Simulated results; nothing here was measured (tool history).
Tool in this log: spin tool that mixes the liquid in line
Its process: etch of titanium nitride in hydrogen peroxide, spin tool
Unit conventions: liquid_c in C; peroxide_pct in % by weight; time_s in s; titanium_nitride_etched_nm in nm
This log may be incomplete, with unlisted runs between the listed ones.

run,day,liquid_c,peroxide_pct,time_s,titanium_nitride_etched_nm
1,0.000,55.0,17.5,310,36.300
2,0.354,55.0,17.5,330,38.320
3,0.721,56.5,17.5,330,43.069
4,0.842,60.0,17.5,330,53.785
5,1.092,60.5,17.5,330,56.219
6,1.271,60.5,14.5,330,53.164

The next listed run, before its measurement:
7,1.558,61.0,14.5,330,?

titanium_nitride_etched_nm: 55.409 nm

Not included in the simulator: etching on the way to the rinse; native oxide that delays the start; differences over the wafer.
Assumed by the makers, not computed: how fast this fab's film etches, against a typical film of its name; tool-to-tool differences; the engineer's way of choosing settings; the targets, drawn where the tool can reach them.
